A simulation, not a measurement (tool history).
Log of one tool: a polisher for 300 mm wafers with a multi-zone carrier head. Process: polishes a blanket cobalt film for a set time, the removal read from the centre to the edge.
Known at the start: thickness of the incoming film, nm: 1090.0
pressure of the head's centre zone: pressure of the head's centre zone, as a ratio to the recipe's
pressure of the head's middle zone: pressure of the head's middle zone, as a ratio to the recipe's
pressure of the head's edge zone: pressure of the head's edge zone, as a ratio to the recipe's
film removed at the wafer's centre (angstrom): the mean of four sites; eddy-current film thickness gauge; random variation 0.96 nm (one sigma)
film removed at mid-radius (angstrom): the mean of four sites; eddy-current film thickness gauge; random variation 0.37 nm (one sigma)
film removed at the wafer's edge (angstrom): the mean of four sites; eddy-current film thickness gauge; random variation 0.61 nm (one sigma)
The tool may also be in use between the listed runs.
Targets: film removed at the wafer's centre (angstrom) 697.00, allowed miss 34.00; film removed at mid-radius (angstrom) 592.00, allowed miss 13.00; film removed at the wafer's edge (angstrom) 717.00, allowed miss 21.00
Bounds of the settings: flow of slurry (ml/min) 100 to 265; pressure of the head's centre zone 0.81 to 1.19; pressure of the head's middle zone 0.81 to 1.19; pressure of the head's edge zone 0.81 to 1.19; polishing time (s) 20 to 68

run    day  flow of slurry (ml/min)  pressure of the head's centre zone  pressure of the head's middle zone  pressure of the head's edge zone  polishing time (s)  film removed at the wafer's centre (angstrom)  film removed at mid-radius (angstrom)  film removed at the wafer's edge (angstrom)
  1  0.000                      170                                1.00                                1.00                              1.00                  44                                        1024.40                                1053.70                                      1057.50
  2  0.321                      165                                1.00                                0.98                              1.00                  42                                         987.14                                 975.99                                      1004.00
  3  0.412                      160                                0.99                                0.96                              0.99                  40                                         946.58                                 911.13                                       953.56
  4  0.662                      160                                1.06                                0.96                              0.99                  40                                         978.55                                 904.80                                       958.18
  5  0.917                      155                                1.04                                0.94                              0.99                  39                                         937.12                                 877.25                                       906.75
  6  1.221                      155                                1.04                                0.94                              0.94                  39                                         924.91                                 871.70                                       893.37
  7  1.450                      150                                1.03                                0.92                              0.96                  38                                         897.55                                 827.52                                       880.46
  8  1.771                      150                                1.03                                0.92                              0.96                  38                                         884.98                                 826.12                                       873.06
  9  2.025                      145                                1.03                                0.91                              0.97                  37                                         863.21                                 792.55                                       854.88
 10  2.338                      140                                1.03                                0.90                              0.97                  36                                         833.22                                 758.58                                       836.07
 11  2.504                      135                                1.03                                0.89                              0.97                  35                                         795.17                                 728.19                                       803.95
 12  2.638                      130                                1.03                                0.88                              0.97                  35                                         810.99                                 708.26                                       783.65
 13  2.958                      125                                1.02                                0.87                              0.98                  35                                         779.52                                 699.02                                       787.63

Which of these 5 next moves meets every target?
  A  3.279                      165                                0.99                                0.91                              1.00                  37                                              ?                                      ?                                            ?
  B  3.279                      140                                0.99                                0.93                              0.95                  35                                              ?                                      ?                                            ?
  C  3.279                      110                                0.90                                0.81                              1.19                  37                                              ?                                      ?                                            ?
  D  3.279                      110                                1.07                                0.84                              0.96                  34                                              ?                                      ?                                            ?
  E  3.279                      130                                1.03                                0.83                              1.02                  31                                              ?                                      ?                                            ?

move  film removed at the wafer's centre (angstrom)  film removed at mid-radius (angstrom)  film removed at the wafer's edge (angstrom)
   A                                         850.41                                 813.05                                       887.52
   B                                         773.60                                 756.37                                       798.82
   C                                         689.01                                 668.78                                       904.19
   D                                         753.91                                 632.65                                       746.12
   E                                         698.14                                 598.95                                       723.75
A: further off than the last run
B: further off than the last run
C: further off than the last run
D: nearer than the last run, and not there yet
E: meets every target
Answer: E

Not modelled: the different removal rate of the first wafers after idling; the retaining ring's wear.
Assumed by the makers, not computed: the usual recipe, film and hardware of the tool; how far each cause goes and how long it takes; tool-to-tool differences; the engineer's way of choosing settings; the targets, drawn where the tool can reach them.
